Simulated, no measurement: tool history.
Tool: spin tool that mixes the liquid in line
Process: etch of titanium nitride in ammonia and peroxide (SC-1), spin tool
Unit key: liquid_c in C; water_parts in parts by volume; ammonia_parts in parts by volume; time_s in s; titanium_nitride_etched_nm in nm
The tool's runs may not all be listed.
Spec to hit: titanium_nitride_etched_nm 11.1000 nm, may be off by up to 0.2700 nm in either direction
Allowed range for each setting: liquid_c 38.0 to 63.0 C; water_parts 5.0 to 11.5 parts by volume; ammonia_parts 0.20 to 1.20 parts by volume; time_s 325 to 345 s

run 1 hour=0.0 | liquid_c=47.0 water_parts=6.5 ammonia_parts=0.80 time_s=325 | titanium_nitride_etched_nm=14.7850
run 2 hour=4.2 | liquid_c=47.0 water_parts=6.5 ammonia_parts=0.65 time_s=325 | titanium_nitride_etched_nm=14.2430
run 3 hour=11.0 | liquid_c=47.0 water_parts=6.5 ammonia_parts=0.65 time_s=325 | titanium_nitride_etched_nm=14.4000
run 4 hour=14.4 | liquid_c=47.0 water_parts=6.5 ammonia_parts=0.85 time_s=325 | titanium_nitride_etched_nm=14.8890
run 5 hour=22.2 | liquid_c=54.0 water_parts=6.5 ammonia_parts=0.85 time_s=325 | titanium_nitride_etched_nm=24.3170
run 6 hour=28.8 | liquid_c=54.0 water_parts=6.0 ammonia_parts=0.85 time_s=325 | titanium_nitride_etched_nm=24.9930
run 7 hour=29.6 | liquid_c=54.0 water_parts=6.0 ammonia_parts=0.85 time_s=325 | titanium_nitride_etched_nm=25.0160
run 8 hour=32.6 | liquid_c=51.0 water_parts=6.0 ammonia_parts=0.85 time_s=325 | titanium_nitride_etched_nm=20.4310
run 9 hour=33.8 | liquid_c=49.0 water_parts=6.0 ammonia_parts=0.85 time_s=325 | titanium_nitride_etched_nm=17.5610
run 10 hour=34.5 | liquid_c=47.5 water_parts=6.0 ammonia_parts=0.85 time_s=325 | titanium_nitride_etched_nm=15.8820
run 11 hour=42.9 | liquid_c=41.5 water_parts=6.0 ammonia_parts=0.85 time_s=325 | titanium_nitride_etched_nm=10.3490
run 12 hour=45.0 | liquid_c=42.0 water_parts=6.0 ammonia_parts=0.85 time_s=325 | titanium_nitride_etched_nm=10.7100

Exercise: of the 4 proposed moves below, exactly one satisfies all targets within the stated allowed misses. Which move is it?
run A hour=47.1 | liquid_c=42.5 water_parts=6.5 ammonia_parts=1.20 time_s=325 | titanium_nitride_etched_nm=?
run B hour=47.1 | liquid_c=44.0 water_parts=7.5 ammonia_parts=0.75 time_s=345 | titanium_nitride_etched_nm=?
run C hour=47.1 | liquid_c=41.5 water_parts=6.0 ammonia_parts=0.75 time_s=325 | titanium_nitride_etched_nm=?
run D hour=47.1 | liquid_c=43.0 water_parts=6.5 ammonia_parts=0.85 time_s=345 | titanium_nitride_etched_nm=?

move=A titanium_nitride_etched_nm=11.0270
move=B titanium_nitride_etched_nm=11.4540
move=C titanium_nitride_etched_nm=9.9987
move=D titanium_nitride_etched_nm=11.6140
A: every result within its allowed miss
B: takes the biggest miss from the last run beyond its target
C: misses by more than the last run did
D: takes the biggest miss from the last run beyond its target
The move that meets every target is A.

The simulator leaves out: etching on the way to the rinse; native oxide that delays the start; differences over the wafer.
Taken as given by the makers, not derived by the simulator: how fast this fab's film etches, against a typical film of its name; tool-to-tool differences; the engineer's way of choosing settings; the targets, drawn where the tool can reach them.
